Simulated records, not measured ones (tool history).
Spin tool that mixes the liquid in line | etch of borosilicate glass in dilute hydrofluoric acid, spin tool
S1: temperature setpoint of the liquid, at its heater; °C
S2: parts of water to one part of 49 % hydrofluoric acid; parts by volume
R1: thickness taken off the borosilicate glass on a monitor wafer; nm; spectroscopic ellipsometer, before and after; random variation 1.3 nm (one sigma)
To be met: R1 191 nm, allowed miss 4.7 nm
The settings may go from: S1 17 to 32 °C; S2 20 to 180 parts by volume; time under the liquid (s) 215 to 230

{"run": 1, "hour": 0.0, "S1": 24, "S2": 100, "time under the liquid (s)": 215, "R1": 87.82}
{"run": 2, "hour": 6.2, "S1": 25, "S2": 95, "time under the liquid (s)": 215, "R1": 98.218}
{"run": 3, "hour": 13.1, "S1": 25, "S2": 95, "time under the liquid (s)": 215, "R1": 98.684}
{"run": 4, "hour": 17.5, "S1": 26, "S2": 90, "time under the liquid (s)": 215, "R1": 109}
{"run": 5, "hour": 22.6, "S1": 27, "S2": 85, "time under the liquid (s)": 215, "R1": 119.92}
{"run": 6, "hour": 23.5, "S1": 27, "S2": 85, "time under the liquid (s)": 230, "R1": 128.15}
{"run": 7, "hour": 25.8, "S1": 27, "S2": 85, "time under the liquid (s)": 230, "R1": 127.89}
{"run": 8, "hour": 29.4, "S1": 31, "S2": 60, "time under the liquid (s)": 230, "R1": 220.62}

Which of these 5 next moves meets every target?
{"run": "A", "hour": 33.0, "S1": 32, "S2": 70, "time under the liquid (s)": 230, "R1": "?"}
{"run": "B", "hour": 33.0, "S1": 32, "S2": 50, "time under the liquid (s)": 230, "R1": "?"}
{"run": "C", "hour": 33.0, "S1": 32, "S2": 75, "time under the liquid (s)": 230, "R1": "?"}
{"run": "D", "hour": 33.0, "S1": 29, "S2": 55, "time under the liquid (s)": 215, "R1": "?"}
{"run": "E", "hour": 33.0, "S1": 31, "S2": 70, "time under the liquid (s)": 220, "R1": "?"}

move=A R1=193.53
move=B R1=279.67
move=C R1=179.23
move=D R1=209.8
move=E R1=178.21
A: meets every target
B: further off than the last run
C: takes the result that was furthest off past its target
D: nearer than the last run, and not there yet
E: takes the result that was furthest off past its target
The right move is A.
